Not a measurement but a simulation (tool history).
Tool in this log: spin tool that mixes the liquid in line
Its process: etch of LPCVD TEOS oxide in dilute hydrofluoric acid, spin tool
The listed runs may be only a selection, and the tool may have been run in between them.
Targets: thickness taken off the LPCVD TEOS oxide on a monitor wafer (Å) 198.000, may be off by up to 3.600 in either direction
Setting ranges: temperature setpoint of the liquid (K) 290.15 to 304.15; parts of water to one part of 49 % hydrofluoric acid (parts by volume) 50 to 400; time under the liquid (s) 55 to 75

run  hour  temperature setpoint of the liquid (K)  parts of water to one part of 49 % hydrofluoric acid (parts by volume)  time under the liquid (s)  thickness taken off the LPCVD TEOS oxide on a monitor wafer (Å)
  1   0.0                                  296.15                                                                     225                         75                                                           97.256
  2   2.3                                  292.65                                                                     225                         75                                                           86.381
  3   9.5                                  291.15                                                                     225                         75                                                           81.359
  4  13.8                                  294.15                                                                     205                         75                                                          102.790
  5  21.9                                  296.65                                                                     190                         75                                                          123.110
  6  28.3                                  296.65                                                                     190                         55                                                           90.733
  7  36.0                                  298.15                                                                     155                         55                                                          121.540
  8  36.5                                  299.65                                                                     140                         55                                                          144.430
  9  40.1                                  299.65                                                                     140                         55                                                          145.130
 10  46.7                                  300.65                                                                     135                         55                                                          158.020
 11  55.2                                  301.65                                                                     130                         55                                                          169.940
 12  64.0                                  302.15                                                                     130                         55                                                          172.760

Of the 4 settings listed for the next run, only one would bring every result within its allowed miss of target. Which one?
  A  72.8                                  300.15                                                                     135                         75                                                                ?
  B  72.8                                  304.15                                                                     185                         75                                                                ?
  C  72.8                                  300.65                                                                     155                         75                                                                ?
  D  72.8                                  303.15                                                                     120                         55                                                                ?

move  thickness taken off the LPCVD TEOS oxide on a monitor wafer (Å)
   A                                                          209.640
   B                                                          165.880
   C                                                          181.450
   D                                                          197.190
A: takes the result that was furthest off past its target
B: the biggest miss grows against the last run
C: gains on the last run, yet a result remains outside its allowed miss
D: each result inside its tolerance
Move D is the one to make.

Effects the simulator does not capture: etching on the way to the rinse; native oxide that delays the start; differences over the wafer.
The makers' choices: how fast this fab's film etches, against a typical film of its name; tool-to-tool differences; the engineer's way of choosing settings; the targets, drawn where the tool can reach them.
